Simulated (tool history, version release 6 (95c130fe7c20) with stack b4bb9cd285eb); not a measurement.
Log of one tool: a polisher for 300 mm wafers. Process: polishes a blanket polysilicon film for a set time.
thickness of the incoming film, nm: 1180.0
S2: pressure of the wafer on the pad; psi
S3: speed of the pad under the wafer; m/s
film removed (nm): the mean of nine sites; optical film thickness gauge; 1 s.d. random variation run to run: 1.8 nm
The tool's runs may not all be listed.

run 1 hour=0 | flow_of_slurry_(ml/min)=300 S2=3.1 S3=0.94 polishing_time_(s)=32 | film_removed_(nm)=291.16
run 2 hour=3.9 | flow_of_slurry_(ml/min)=300 S2=3 S3=0.94 polishing_time_(s)=32 | film_removed_(nm)=286.54
run 3 hour=4.7 | flow_of_slurry_(ml/min)=300 S2=2.9 S3=0.94 polishing_time_(s)=32 | film_removed_(nm)=272.04
run 4 hour=7 | flow_of_slurry_(ml/min)=300 S2=2.9 S3=1.14 polishing_time_(s)=32 | film_removed_(nm)=331.04
-- hour=9.1 head pressure recalibrated
run 5 hour=9.1 | flow_of_slurry_(ml/min)=300 S2=2.7 S3=1.14 polishing_time_(s)=32 | film_removed_(nm)=329.71
run 6 hour=16.7 | flow_of_slurry_(ml/min)=300 S2=2.7 S3=1.14 polishing_time_(s)=29 | film_removed_(nm)=302.28
run 7 hour=23.5 | flow_of_slurry_(ml/min)=300 S2=2.5 S3=1.14 polishing_time_(s)=29 | film_removed_(nm)=282.25
run 8 hour=24.2 | flow_of_slurry_(ml/min)=300 S2=2.4 S3=1.14 polishing_time_(s)=29 | film_removed_(nm)=270.46

What does the tool deliver on the next run?
run 9 hour=26.5 | flow_of_slurry_(ml/min)=300 S2=2.3 S3=1.14 polishing_time_(s)=29 | film_removed_(nm)=?

film removed (nm): 261.87

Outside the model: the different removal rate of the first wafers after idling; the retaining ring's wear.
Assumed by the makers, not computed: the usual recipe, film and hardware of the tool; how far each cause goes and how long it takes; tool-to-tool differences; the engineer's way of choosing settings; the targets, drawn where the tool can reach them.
